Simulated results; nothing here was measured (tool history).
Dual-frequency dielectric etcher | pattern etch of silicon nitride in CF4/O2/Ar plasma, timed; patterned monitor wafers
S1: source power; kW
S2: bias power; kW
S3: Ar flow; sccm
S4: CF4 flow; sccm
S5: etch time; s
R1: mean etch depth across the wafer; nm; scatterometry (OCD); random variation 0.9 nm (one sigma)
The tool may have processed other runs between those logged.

run,hour,S1,S2,S3,S4,S5,R1
1,0.0,0.650,0.069,86,124,175.5,470.09
2,4.1,0.650,0.069,94,124,175.5,467.45
3,11.9,0.650,0.069,94,138,175.5,470.09
4,19.3,0.650,0.060,94,138,175.5,435.36
5,27.3,0.650,0.060,83,138,175.5,437.56
6,36.0,0.650,0.068,83,138,175.5,471.41

What does the tool deliver on the next run?
7,41.6,0.600,0.068,83,138,175.5,?

Run 7 yielded R1 432.90 nm.
